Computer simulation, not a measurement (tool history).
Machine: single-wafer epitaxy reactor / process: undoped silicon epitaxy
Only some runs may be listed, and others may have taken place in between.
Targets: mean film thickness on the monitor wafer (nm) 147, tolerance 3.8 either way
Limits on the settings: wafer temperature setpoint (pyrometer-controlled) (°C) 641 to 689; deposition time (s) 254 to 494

run,day,wafer temperature setpoint (pyrometer-controlled) (°C),deposition time (s),mean film thickness on the monitor wafer (nm)
1,0,665,374,87.462
2,0.296,672,374,101.65
3,0.55,677,376,115.33
4,0.621,673,376,104.35
5,0.704,673,354,99.945
6,1.05,677,358,109.3
7,1.262,680,362,118.58
8,1.479,682,364,124.48
9,1.812,684,365,131.17
10,2.133,685,365,134.08
11,2.488,686,365,135.95
12,2.525,687,366,139.97

Exercise: of the 4 proposed moves below, exactly one satisfies all targets within the stated allowed misses. Which move is it?
A,2.562,687,384,?
B,2.562,688,330,?
C,2.562,688,351,?
D,2.562,688,350,?

move,mean film thickness on the monitor wafer (nm)
A,146.28
B,128.5
C,136.67
D,136.28
A: every result within its allowed miss
B: misses by more than the last run did
C: misses by more than the last run did
D: misses by more than the last run did
Answer: A
